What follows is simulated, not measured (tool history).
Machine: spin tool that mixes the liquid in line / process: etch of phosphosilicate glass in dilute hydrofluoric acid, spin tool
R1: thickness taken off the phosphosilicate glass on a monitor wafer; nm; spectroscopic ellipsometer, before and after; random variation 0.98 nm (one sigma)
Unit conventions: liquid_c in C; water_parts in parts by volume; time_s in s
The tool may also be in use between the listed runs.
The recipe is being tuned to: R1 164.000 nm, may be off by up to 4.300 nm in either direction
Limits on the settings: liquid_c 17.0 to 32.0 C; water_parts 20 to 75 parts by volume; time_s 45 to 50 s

{"run": 1, "hour": 0.0, "liquid_c": 24.0, "water_parts": 45, "time_s": 45, "R1": 83.837}
{"run": 2, "hour": 8.2, "liquid_c": 24.0, "water_parts": 50, "time_s": 45, "R1": 75.768}
{"run": 3, "hour": 12.5, "liquid_c": 26.5, "water_parts": 45, "time_s": 45, "R1": 92.955}
{"run": 4, "hour": 17.7, "liquid_c": 28.0, "water_parts": 40, "time_s": 45, "R1": 111.45}
{"run": 5, "hour": 22.9, "liquid_c": 29.0, "water_parts": 35, "time_s": 45, "R1": 136.03}
{"run": 6, "hour": 23.8, "liquid_c": 29.0, "water_parts": 35, "time_s": 50, "R1": 149.74}
{"run": 7, "hour": 27.1, "liquid_c": 29.0, "water_parts": 35, "time_s": 50, "R1": 149.52}
{"run": 8, "hour": 27.7, "liquid_c": 29.5, "water_parts": 35, "time_s": 50, "R1": 153.93}
{"run": 9, "hour": 30.1, "liquid_c": 30.0, "water_parts": 35, "time_s": 50, "R1": 157.15}
{"run": 10, "hour": 36.4, "liquid_c": 30.5, "water_parts": 35, "time_s": 50, "R1": 159.64}

Of the 4 settings listed for the next run, only one would bring every result within its allowed miss of target. Which one?
{"run": "A", "hour": 42.7, "liquid_c": 31.0, "water_parts": 35, "time_s": 50, "R1": "?"}
{"run": "B", "hour": 42.7, "liquid_c": 29.0, "water_parts": 35, "time_s": 50, "R1": "?"}
{"run": "C", "hour": 42.7, "liquid_c": 30.0, "water_parts": 35, "time_s": 50, "R1": "?"}
{"run": "D", "hour": 42.7, "liquid_c": 31.5, "water_parts": 30, "time_s": 45, "R1": "?"}

move=A R1=162.360
move=B R1=149.960
move=C R1=156.060
move=D R1=175.370
A: each result inside its tolerance
B: its largest miss is bigger than the last run's
C: its largest miss is bigger than the last run's
D: carries the result that was furthest off beyond its target, to the other side
Correct choice: A, which meets every target
